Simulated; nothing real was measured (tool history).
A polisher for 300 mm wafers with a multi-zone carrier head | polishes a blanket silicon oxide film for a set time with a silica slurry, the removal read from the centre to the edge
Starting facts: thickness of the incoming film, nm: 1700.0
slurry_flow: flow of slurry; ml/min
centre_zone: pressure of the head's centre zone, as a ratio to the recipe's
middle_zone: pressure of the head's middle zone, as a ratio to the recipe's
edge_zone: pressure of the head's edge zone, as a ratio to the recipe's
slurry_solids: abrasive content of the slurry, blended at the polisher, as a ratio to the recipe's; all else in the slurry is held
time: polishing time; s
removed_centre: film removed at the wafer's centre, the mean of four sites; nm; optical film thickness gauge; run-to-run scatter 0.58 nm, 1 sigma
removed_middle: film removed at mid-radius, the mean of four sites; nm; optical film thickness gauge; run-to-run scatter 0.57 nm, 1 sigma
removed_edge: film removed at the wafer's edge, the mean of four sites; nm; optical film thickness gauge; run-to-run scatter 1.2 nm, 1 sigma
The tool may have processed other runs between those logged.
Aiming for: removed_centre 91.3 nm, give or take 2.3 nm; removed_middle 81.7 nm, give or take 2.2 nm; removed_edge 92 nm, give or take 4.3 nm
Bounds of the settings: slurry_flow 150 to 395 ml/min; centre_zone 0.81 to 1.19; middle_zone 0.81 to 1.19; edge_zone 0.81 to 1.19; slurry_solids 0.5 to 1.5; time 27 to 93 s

{"run": 1, "hour": 0.0, "slurry_flow": 250, "centre_zone": 1, "middle_zone": 1, "edge_zone": 1, "slurry_solids": 1, "time": 59, "removed_centre": 131.8, "removed_middle": 131.82, "removed_edge": 131.94}
{"run": 2, "hour": 6.1, "slurry_flow": 240, "centre_zone": 0.99, "middle_zone": 0.96, "edge_zone": 0.98, "slurry_solids": 0.9, "time": 58, "removed_centre": 121.68, "removed_middle": 116.63, "removed_edge": 124.27}
{"run": 3, "hour": 8.7, "slurry_flow": 240, "centre_zone": 0.99, "middle_zone": 0.96, "edge_zone": 0.98, "slurry_solids": 1.05, "time": 58, "removed_centre": 127.88, "removed_middle": 125.6, "removed_edge": 133.28}
{"run": 4, "hour": 17.2, "slurry_flow": 240, "centre_zone": 0.99, "middle_zone": 1.04, "edge_zone": 0.98, "slurry_solids": 1.05, "time": 58, "removed_centre": 128.91, "removed_middle": 134.46, "removed_edge": 129.17}
{"run": 5, "hour": 21.6, "slurry_flow": 240, "centre_zone": 0.99, "middle_zone": 1.07, "edge_zone": 0.98, "slurry_solids": 1.05, "time": 58, "removed_centre": 129.45, "removed_middle": 140.28, "removed_edge": 132.99}
{"run": 6, "hour": 24.6, "slurry_flow": 240, "centre_zone": 0.99, "middle_zone": 1.07, "edge_zone": 0.98, "slurry_solids": 1.05, "time": 52, "removed_centre": 116.47, "removed_middle": 124.04, "removed_edge": 122.11}
{"run": 7, "hour": 30.1, "slurry_flow": 240, "centre_zone": 0.98, "middle_zone": 1.03, "edge_zone": 0.95, "slurry_solids": 0.95, "time": 52, "removed_centre": 109.22, "removed_middle": 113.91, "removed_edge": 112.17}
{"run": 8, "hour": 38.2, "slurry_flow": 235, "centre_zone": 0.97, "middle_zone": 0.99, "edge_zone": 0.93, "slurry_solids": 0.9, "time": 52, "removed_centre": 104.81, "removed_middle": 108.85, "removed_edge": 107.09}
{"run": 9, "hour": 44.8, "slurry_flow": 225, "centre_zone": 0.97, "middle_zone": 0.95, "edge_zone": 0.93, "slurry_solids": 0.85, "time": 52, "removed_centre": 102, "removed_middle": 102.68, "removed_edge": 105.86}

Below are 5 possible settings for the next run. Only one of them brings all results inside the allowed miss of their targets. Which is it?
{"run": "A", "hour": 51.4, "slurry_flow": 240, "centre_zone": 1.06, "middle_zone": 1, "edge_zone": 0.83, "slurry_solids": 0.75, "time": 49, "removed_centre": "?", "removed_middle": "?", "removed_edge": "?"}
{"run": "B", "hour": 51.4, "slurry_flow": 230, "centre_zone": 0.84, "middle_zone": 1.11, "edge_zone": 0.81, "slurry_solids": 0.9, "time": 51, "removed_centre": "?", "removed_middle": "?", "removed_edge": "?"}
{"run": "C", "hour": 51.4, "slurry_flow": 345, "centre_zone": 1.09, "middle_zone": 0.88, "edge_zone": 1.01, "slurry_solids": 0.95, "time": 43, "removed_centre": "?", "removed_middle": "?", "removed_edge": "?"}
{"run": "D", "hour": 51.4, "slurry_flow": 335, "centre_zone": 1.02, "middle_zone": 0.88, "edge_zone": 1, "slurry_solids": 0.65, "time": 49, "removed_centre": "?", "removed_middle": "?", "removed_edge": "?"}
{"run": "E", "hour": 51.4, "slurry_flow": 210, "centre_zone": 0.91, "middle_zone": 0.92, "edge_zone": 1.07, "slurry_solids": 0.5, "time": 63, "removed_centre": "?", "removed_middle": "?", "removed_edge": "?"}

move=A removed_centre=99.278 removed_middle=94.527 removed_edge=87.452
move=B removed_centre=90.972 removed_middle=117.31 removed_edge=98.26
move=C removed_centre=104.45 removed_middle=86.804 removed_edge=96.143
move=D removed_centre=91.961 removed_middle=81.322 removed_edge=89.709
move=E removed_centre=86.368 removed_middle=88.506 removed_edge=98.013
A: moves toward the targets from the last run without getting all of them in spec
B: misses by more than the last run did
C: moves toward the targets from the last run without getting all of them in spec
D: each result inside its tolerance
E: moves toward the targets from the last run without getting all of them in spec
D meets every target.
